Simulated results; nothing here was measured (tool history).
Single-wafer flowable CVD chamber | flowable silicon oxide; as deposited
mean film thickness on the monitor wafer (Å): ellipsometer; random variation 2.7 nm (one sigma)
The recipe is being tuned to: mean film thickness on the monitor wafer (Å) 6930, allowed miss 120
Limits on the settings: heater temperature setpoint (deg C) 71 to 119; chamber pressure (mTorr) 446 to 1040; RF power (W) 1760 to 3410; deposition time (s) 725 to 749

run,hour,heater temperature setpoint (deg C),chamber pressure (mTorr),RF power (W),deposition time (s),mean film thickness on the monitor wafer (Å)
1,0,95,743,2585,725,4494.6
2,3,95,743,2300,725,4412.6
3,9.8,92,743,2300,725,4824.9
4,10.8,90,743,2300,725,5150.8
5,11.6,90,743,2545,725,5228.9
6,18.9,96,743,2545,725,4354.4
7,27.9,96,743,2545,725,4332.5
8,30.4,96,743,2545,725,4378.1
9,35,93,743,2545,725,4755
10,37.6,91,743,2545,725,5093

Pick the move, out of 4, that brings all results within their allowed miss; only one does.
A,40.2,88,914,2450,746,?
B,40.2,84,753,2500,741,?
C,40.2,82,747,2580,732,?
D,40.2,90,874,2440,749,?

move,mean film thickness on the monitor wafer (Å)
A,6868.9
B,6328.8
C,6564.1
D,6217.8
A: hits every target within its allowed miss
B: an improvement on the last run, though not all results are within tolerance
C: an improvement on the last run, though not all results are within tolerance
D: an improvement on the last run, though not all results are within tolerance
Go with A: it meets all targets.
